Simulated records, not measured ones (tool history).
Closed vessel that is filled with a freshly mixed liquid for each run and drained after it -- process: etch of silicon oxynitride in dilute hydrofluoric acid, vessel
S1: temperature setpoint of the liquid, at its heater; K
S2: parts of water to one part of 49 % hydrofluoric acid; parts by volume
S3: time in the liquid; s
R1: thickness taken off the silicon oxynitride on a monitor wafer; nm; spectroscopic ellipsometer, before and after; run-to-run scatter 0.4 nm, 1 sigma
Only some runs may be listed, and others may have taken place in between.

run,hour,S1,S2,S3,R1
1,0,296.15,60,2505,72.428
2,7,294.65,60,2505,67.619
3,10.6,294.65,80,2505,49.753
4,12,294.65,95,2505,41.528
5,18,291.65,95,2505,36.066
6,19,293.15,90,2505,40.723
7,23.4,297.15,65,2515,70.776
8,28.4,297.65,65,2515,72.509
9,36.6,298.15,65,2515,73.9
10,40,298.65,65,2515,76.416
11,42.1,299.15,65,2515,78.196

Run 12 has not been measured yet. What should we expect?
12,42.8,299.65,65,2515,?

R1: 79.811 nm

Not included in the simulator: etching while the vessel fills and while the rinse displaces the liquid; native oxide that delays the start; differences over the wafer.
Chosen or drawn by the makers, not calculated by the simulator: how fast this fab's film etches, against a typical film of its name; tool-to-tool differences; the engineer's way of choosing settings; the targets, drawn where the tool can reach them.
